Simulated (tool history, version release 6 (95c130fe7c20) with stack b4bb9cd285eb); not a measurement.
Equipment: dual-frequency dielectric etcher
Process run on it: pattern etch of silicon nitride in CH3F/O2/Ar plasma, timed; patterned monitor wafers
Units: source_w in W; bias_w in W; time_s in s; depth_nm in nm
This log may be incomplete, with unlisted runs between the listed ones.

run  hour  source_w  bias_w  time_s  depth_nm
  1     0       490      76      66    48.247
  2   3.2       490      63      66    44.493
  3   6.2       460      62      66      44.5
  4   8.1       460      73      66    46.173
  5  12.1       460      73    68.5    48.929
  6  18.4       460      73      66    46.427
  7    21       430      70      66    44.774

Estimate the outcome of run 8 from the log above:
  8    28       430      70      66         ?

Logged for run 8: depth_nm 44.974 nm.

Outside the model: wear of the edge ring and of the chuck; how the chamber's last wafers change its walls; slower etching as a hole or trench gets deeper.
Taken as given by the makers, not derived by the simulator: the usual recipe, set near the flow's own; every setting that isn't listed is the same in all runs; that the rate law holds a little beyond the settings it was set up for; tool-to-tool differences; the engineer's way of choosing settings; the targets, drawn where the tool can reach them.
